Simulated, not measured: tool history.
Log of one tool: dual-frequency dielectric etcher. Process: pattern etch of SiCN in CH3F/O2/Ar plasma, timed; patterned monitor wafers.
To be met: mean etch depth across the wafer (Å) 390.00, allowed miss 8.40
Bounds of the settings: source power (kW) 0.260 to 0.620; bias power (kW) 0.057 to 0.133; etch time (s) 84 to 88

run,hour,source power (kW),bias power (kW),etch time (s),mean etch depth across the wafer (Å)
1,0.0,0.440,0.095,84,335.21
2,6.5,0.490,0.095,84,351.68
3,7.6,0.490,0.095,84,351.98
4,11.5,0.490,0.086,84,337.51
5,19.5,0.490,0.086,88,358.69
6,25.4,0.500,0.087,88,358.54
7,27.2,0.510,0.088,88,363.35
8,28.3,0.520,0.089,88,365.25
9,29.4,0.530,0.090,88,367.62

Which of these 5 next moves meets every target?
A,30.5,0.510,0.100,86,?
B,30.5,0.460,0.092,85,?
C,30.5,0.520,0.094,86,?
D,30.5,0.590,0.100,86,?
E,30.5,0.500,0.080,88,?

move,mean etch depth across the wafer (Å)
A,372.73
B,344.61
C,367.14
D,392.77
E,350.15
A: nearer than the last run, and not there yet
B: further off than the last run
C: as far off as the last run
D: meets every target
E: further off than the last run
The right move is D.
